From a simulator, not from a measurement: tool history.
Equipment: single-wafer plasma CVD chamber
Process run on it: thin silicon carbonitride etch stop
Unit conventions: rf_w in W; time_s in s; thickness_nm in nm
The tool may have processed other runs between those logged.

run  hour  rf_w  time_s  thickness_nm
  1     0   235     9.3        6.2599
  2   3.2   235    7.98        5.3473
  3    10   215    7.98        5.1816
  4  13.8   235    8.56        5.7138
  5  22.2   260    8.56        5.9214
  6  30.9   270    8.98        6.3316
  7  36.9   275    9.27        6.5517

Run 8 is up next; what results do you expect?
  8    38   280    9.52             ?

Run 8 measured thickness_nm 6.738 nm.
